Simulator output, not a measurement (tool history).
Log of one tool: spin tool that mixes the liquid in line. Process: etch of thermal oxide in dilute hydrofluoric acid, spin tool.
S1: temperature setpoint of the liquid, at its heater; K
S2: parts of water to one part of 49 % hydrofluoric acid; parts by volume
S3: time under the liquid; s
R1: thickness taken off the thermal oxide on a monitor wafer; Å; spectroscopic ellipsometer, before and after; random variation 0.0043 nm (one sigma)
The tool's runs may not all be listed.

run  hour      S1   S2  S3       R1
  1   0.0  297.15  220  75  15.5000
  2   2.2  296.15  250  75  12.9320
  3  11.0  296.15  250  75  12.9580
  4  19.2  295.15  275  75  11.0130
  5  25.2  295.15  275  55   8.1086
  6  30.2  292.65  275  55   7.3542

Forecast run 7:
  7  31.8  292.15  280  55   ?

Run 7 gave R1 7.1146 Å.
